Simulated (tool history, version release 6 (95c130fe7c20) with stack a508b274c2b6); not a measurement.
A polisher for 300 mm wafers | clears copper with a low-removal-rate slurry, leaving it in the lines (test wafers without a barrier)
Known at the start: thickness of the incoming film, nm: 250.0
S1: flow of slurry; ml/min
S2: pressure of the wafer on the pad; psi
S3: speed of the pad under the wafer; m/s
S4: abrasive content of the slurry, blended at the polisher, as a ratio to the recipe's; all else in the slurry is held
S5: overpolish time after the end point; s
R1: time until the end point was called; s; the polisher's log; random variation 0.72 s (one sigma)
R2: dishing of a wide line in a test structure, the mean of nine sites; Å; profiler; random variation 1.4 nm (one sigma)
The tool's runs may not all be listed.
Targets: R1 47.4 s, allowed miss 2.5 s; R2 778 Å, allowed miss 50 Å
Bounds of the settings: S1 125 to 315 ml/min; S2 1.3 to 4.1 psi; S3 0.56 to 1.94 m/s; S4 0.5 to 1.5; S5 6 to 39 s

| run | hour | S1 | S2 | S3 | S4 | S5 | R1 | R2 |
|---|---|---|---|---|---|---|---|---|
| 1 | 0 | 205 | 2.7 | 1.24 | 1 | 20 | 82.033 | 397.67 |
| 2 | 1.2 | 205 | 2.7 | 1.24 | 0.8 | 20 | 86.723 | 386.95 |
| 3 | 8.7 | 205 | 2.7 | 1.52 | 0.8 | 20 | 75.496 | 429.77 |
| 4 | 11.5 | 205 | 3 | 1.54 | 0.8 | 21 | 65.262 | 496.24 |
| 5 | 19.2 | 205 | 3.4 | 1.54 | 0.8 | 21 | 59.131 | 533.99 |
| 6 | 26.6 | 205 | 3.5 | 1.56 | 0.8 | 22 | 55.157 | 586.71 |
| 7 | 31.3 | 205 | 3.5 | 1.56 | 0.8 | 22 | 54.659 | 574.34 |
| 8 | 39.8 | 205 | 3.6 | 1.56 | 0.8 | 23 | 53.339 | 609.38 |
|  | 46 | worn pad replaced by a new one |
| 9 | 46 | 205 | 3.7 | 1.56 | 0.8 | 24 | 48.469 | 658.89 |

4 next moves are on the table. One of them brings every result within its allowed miss. Which?
| A | 52.2 | 240 | 3.8 | 1.52 | 0.8 | 16 | ? | ? |
| B | 52.2 | 225 | 3.5 | 1.54 | 1.1 | 16 | ? | ? |
| C | 52.2 | 250 | 4.1 | 1.38 | 0.8 | 32 | ? | ? |
| D | 52.2 | 220 | 3.8 | 1.64 | 0.7 | 21 | ? | ? |

| move | R1 | R2 |
|---|---|---|
| A | 48.595 | 523.08 |
| B | 48.92 | 518.33 |
| C | 48.362 | 811.18 |
| D | 47.491 | 639.56 |
A: further off than the last run
B: further off than the last run
C: meets every target
D: further off than the last run
Answer: C
